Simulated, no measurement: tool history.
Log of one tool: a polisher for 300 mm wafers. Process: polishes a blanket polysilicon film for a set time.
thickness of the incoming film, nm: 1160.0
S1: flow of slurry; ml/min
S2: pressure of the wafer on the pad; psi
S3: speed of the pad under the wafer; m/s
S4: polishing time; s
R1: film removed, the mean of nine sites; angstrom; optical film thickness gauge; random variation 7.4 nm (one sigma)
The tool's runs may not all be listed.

run    day   S1   S2    S3  S4      R1
  1      0  135  2.6  0.96  40  3287.2
  2  0.321  135  3.2  0.96  40  3899.6
  3  0.629  135  3.2  0.84  40  3412.5
  4  0.846  135  3.2  1.04  40  4207.4
  5  1.125  120  3.2  1.04  40  4097.4
  6  1.221  130  3.4  1.06  40  4435.2

The next listed run, before its measurement:
  7  1.575  135  3.6  1.08  40   ?

{"run 7": {"R1": 4824.3}}
